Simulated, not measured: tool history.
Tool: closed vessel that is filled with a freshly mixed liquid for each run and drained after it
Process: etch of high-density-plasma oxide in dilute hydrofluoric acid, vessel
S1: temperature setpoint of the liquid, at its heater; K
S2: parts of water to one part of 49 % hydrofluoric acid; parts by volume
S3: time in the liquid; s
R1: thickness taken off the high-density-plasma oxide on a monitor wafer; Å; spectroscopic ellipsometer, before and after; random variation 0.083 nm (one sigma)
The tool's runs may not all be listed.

run	hour	S1	S2	S3	R1
1	0	294.15	160	370	112.41
2	6.7	297.15	160	370	125.99
3	13.1	298.65	145	370	148.73
4	18.7	298.65	120	370	186.69
5	24.3	300.65	120	370	200.7
6	29.8	300.65	150	370	155.33
7	31.8	301.15	140	370	170.96

Forecast run 8:
8	37	301.65	130	370	?

{"run 8": {"R1": 189.66}}
